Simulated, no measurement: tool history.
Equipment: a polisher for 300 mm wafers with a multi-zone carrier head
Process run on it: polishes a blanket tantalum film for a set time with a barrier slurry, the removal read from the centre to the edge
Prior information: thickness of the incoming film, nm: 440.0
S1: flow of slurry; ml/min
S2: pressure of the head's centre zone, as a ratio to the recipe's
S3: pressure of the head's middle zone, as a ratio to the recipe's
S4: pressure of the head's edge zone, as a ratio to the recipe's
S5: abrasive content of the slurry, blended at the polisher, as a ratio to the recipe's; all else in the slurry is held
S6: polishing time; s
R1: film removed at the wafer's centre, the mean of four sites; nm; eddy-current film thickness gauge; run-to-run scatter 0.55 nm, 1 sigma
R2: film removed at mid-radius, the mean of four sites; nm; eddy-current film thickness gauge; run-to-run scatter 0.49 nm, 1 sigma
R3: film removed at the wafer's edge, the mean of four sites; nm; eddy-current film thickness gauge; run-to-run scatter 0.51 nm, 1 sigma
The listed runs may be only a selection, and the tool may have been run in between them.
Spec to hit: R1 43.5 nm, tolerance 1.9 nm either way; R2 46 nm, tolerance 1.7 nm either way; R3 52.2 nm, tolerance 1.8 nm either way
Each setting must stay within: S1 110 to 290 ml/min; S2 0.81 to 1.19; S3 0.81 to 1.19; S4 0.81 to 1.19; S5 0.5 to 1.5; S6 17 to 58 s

run 1 hour=0 | S1=185 S2=1 S3=1 S4=1 S5=1 S6=37 | R1=53.718 R2=51.891 R3=52.607
run 2 hour=7.7 | S1=185 S2=1 S3=1 S4=1 S5=0.9 S6=37 | R1=52.067 R2=49.832 R3=51.915
run 3 hour=14.6 | S1=185 S2=1 S3=1 S4=1.04 S5=0.9 S6=37 | R1=52.805 R2=50.986 R3=51.459
run 4 hour=17 | S1=175 S2=0.96 S3=0.98 S4=1.03 S5=0.9 S6=37 | R1=50.157 R2=49.431 R3=51.24
run 5 hour=23.2 | S1=175 S2=0.96 S3=0.98 S4=1.03 S5=0.9 S6=43 | R1=58.063 R2=57.216 R3=59.42
run 6 hour=29.5 | S1=175 S2=0.96 S3=0.98 S4=1.03 S5=0.9 S6=34 | R1=46.279 R2=45.595 R3=47.824
run 7 hour=33.9 | S1=170 S2=0.93 S3=0.96 S4=1.03 S5=0.95 S6=34 | R1=44.93 R2=45.631 R3=48.342
run 8 hour=38 | S1=170 S2=0.91 S3=0.94 S4=1.04 S5=1 S6=34 | R1=44.984 R2=44.347 R3=48.479
run 9 hour=44.2 | S1=165 S2=0.89 S3=0.94 S4=1.06 S5=1.05 S6=34 | R1=43.366 R2=44.304 R3=49.099

Exercise: of the 5 proposed moves below, exactly one satisfies all targets within the stated allowed misses. Which move is it?
run A hour=50.4 | S1=200 S2=0.99 S3=0.99 S4=1.01 S5=1.2 S6=29 | R1=? R2=? R3=?
run B hour=50.4 | S1=170 S2=0.89 S3=0.97 S4=1.18 S5=1.35 S6=32 | R1=? R2=? R3=?
run C hour=50.4 | S1=170 S2=0.98 S3=0.99 S4=0.98 S5=0.75 S6=35 | R1=? R2=? R3=?
run D hour=50.4 | S1=210 S2=0.98 S3=1.07 S4=0.96 S5=0.95 S6=31 | R1=? R2=? R3=?
run E hour=50.4 | S1=190 S2=0.92 S3=0.95 S4=1.17 S5=0.9 S6=31 | R1=? R2=? R3=?

move=A R1=43.665 R2=41.924 R3=44.041
move=B R1=43.496 R2=45.428 R3=52.859
move=C R1=44.83 R2=43.597 R3=45.468
move=D R1=44.083 R2=45.441 R3=43.607
move=E R1=40.292 R2=40.064 R3=46.962
A: misses by more than the last run did
B: every result lands within tolerance
C: misses by more than the last run did
D: misses by more than the last run did
E: misses by more than the last run did
So the answer is move B, the one that meets all the targets.
